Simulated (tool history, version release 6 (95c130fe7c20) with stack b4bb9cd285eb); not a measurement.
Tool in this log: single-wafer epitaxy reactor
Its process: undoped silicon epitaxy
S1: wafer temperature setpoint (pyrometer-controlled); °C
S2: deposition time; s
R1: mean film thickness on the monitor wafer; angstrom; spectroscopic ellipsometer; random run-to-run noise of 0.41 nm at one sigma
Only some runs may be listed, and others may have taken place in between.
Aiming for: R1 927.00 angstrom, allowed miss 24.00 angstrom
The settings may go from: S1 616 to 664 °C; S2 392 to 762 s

Run 1, hour 0.0: S1 640 °C, S2 577 s. Result: R1 723.98 angstrom.
Run 2, hour 9.0: S1 640 °C, S2 606 s. Result: R1 762.15 angstrom.
Run 3, hour 14.3: S1 641 °C, S2 606 s. Result: R1 789.24 angstrom.
Run 4, hour 21.8: S1 642 °C, S2 606 s. Result: R1 804.74 angstrom.
Run 5, hour 30.6: S1 643 °C, S2 606 s. Result: R1 823.80 angstrom.
Run 6, hour 31.9: S1 644 °C, S2 606 s. Result: R1 844.80 angstrom.
Run 7, hour 34.8: S1 645 °C, S2 606 s. Result: R1 870.46 angstrom.
Run 8, hour 41.0: S1 646 °C, S2 606 s. Result: R1 889.31 angstrom.

Which single option among these 5 for the next run brings every result within its allowed miss of target? Just one does.
Run A, hour 47.2: S1 643 °C, S2 635 s. Result: R1 ?.
Run B, hour 47.2: S1 643 °C, S2 611 s. Result: R1 ?.
Run C, hour 47.2: S1 643 °C, S2 646 s. Result: R1 ?.
Run D, hour 47.2: S1 639 °C, S2 693 s. Result: R1 ?.
Run E, hour 47.2: S1 649 °C, S2 582 s. Result: R1 ?.

move      R1
   A  866.84
   B  834.08
   C  881.86
   D  854.89
   E  923.12
A: the biggest miss grows against the last run
B: the biggest miss grows against the last run
C: the biggest miss grows against the last run
D: the biggest miss grows against the last run
E: in spec on every target
E meets every target.
